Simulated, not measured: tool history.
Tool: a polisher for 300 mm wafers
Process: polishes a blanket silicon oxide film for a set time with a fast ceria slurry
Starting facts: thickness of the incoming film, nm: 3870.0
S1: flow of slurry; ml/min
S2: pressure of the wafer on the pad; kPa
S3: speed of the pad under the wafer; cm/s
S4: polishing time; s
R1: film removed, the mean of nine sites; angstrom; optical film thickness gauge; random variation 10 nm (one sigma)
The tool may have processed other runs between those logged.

run,day,S1,S2,S3,S4,R1
1,0.000,135,23.4,126,21,5360.5
2,0.262,140,26.9,126,21,6169.1
3,0.350,145,29.6,128,21,6957.4
4,0.517,145,31.7,130,21,7443.0
5,0.712,145,31.7,130,21,7507.4
6,0.983,160,31.7,130,21,7578.4
7,1.058,160,33.1,132,21,7921.2
8,1.229,160,33.8,136,21,8343.4

What does the tool deliver on the next run?
9,1.412,160,34.5,138,21,?

For run 9 the tool returned R1 8604.9 angstrom.
